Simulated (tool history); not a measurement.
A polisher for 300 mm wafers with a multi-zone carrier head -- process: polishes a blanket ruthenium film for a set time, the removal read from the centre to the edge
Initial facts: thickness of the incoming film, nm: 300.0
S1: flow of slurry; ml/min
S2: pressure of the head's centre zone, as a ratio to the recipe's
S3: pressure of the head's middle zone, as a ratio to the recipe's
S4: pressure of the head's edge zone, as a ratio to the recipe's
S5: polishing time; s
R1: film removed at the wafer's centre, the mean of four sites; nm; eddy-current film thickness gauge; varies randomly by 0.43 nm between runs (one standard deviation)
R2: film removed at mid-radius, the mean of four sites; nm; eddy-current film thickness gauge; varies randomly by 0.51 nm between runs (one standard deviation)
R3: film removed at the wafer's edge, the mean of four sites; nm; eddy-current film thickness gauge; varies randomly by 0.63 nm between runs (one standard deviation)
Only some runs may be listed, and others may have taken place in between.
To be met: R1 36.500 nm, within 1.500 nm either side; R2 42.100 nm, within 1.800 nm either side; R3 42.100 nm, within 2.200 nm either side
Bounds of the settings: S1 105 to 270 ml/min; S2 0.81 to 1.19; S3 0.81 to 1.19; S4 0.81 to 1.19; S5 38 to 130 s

run	hour	S1	S2	S3	S4	S5	R1	R2	R3
1	0.0	175	1.00	1.00	1.00	84	58.757	57.836	58.778
2	2.2	165	0.95	0.99	0.97	76	49.419	50.590	51.965
3	10.0	165	0.95	1.03	0.97	76	50.355	52.983	51.407
4	17.3	155	0.91	1.02	0.95	72	45.048	49.736	46.505
5	21.9	155	0.91	1.02	0.91	72	43.309	48.469	46.714
6	22.7	120	0.91	1.02	0.91	72	40.906	45.841	44.107
7	29.4	115	0.89	1.00	0.90	72	39.845	44.673	43.948
8	34.3	115	0.88	0.99	0.89	71	38.846	43.408	43.882

Below are 4 possible settings for the next run. Only one of them brings all results inside the allowed miss of their targets. Which is it?
A	39.2	125	0.81	0.91	0.81	71	?	?	?
B	39.2	105	0.82	0.97	0.81	67	?	?	?
C	39.2	115	0.81	0.91	0.93	68	?	?	?
D	39.2	105	0.81	0.88	0.86	80	?	?	?

move	R1	R2	R3
A	36.274	40.930	40.749
B	32.637	38.656	37.063
C	33.809	38.277	40.860
D	38.465	42.558	45.497
A: every result within its allowed miss
B: pushes the last run's worst result past its target
C: pushes the last run's worst result past its target
D: as far off as the last run
The right move is A.

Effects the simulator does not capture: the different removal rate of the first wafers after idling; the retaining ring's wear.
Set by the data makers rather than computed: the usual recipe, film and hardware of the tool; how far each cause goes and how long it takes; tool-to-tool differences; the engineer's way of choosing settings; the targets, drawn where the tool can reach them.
